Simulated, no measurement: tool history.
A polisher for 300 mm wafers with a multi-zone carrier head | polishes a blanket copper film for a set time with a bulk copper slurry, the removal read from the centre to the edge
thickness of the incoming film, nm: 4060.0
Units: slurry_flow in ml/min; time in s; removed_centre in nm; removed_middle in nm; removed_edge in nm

run	hour	slurry_flow	centre_zone	middle_zone	edge_zone	slurry_solids	time	removed_centre	removed_middle	removed_edge
1	0	135	1	1	1	1	36	466.19	482.99	474.21
2	4.2	130	0.98	1	0.99	0.95	36	436.85	470.52	471.83
3	11.3	130	0.98	1	0.99	1.05	36	459.97	475.48	461.71
4	19.8	130	0.98	0.92	0.99	1.05	36	451.78	460.62	470.67
5	22	130	0.98	0.85	0.99	1.05	36	456.46	436.32	467.92
6	22.6	130	0.96	0.86	0.97	1.05	36	447.43	441.11	465.38
7	30.8	130	0.95	0.87	0.95	1	36	437.5	432.65	457.75
8	32.8	110	0.85	0.97	0.85	0.75	33	316.84	391.23	363.73

Run 9 comes next. What will it give?
9	37.1	110	0.85	0.97	0.86	0.75	33	?	?	?

removed_centre: 326.88 nm
removed_middle: 398.71 nm
removed_edge: 378.83 nm
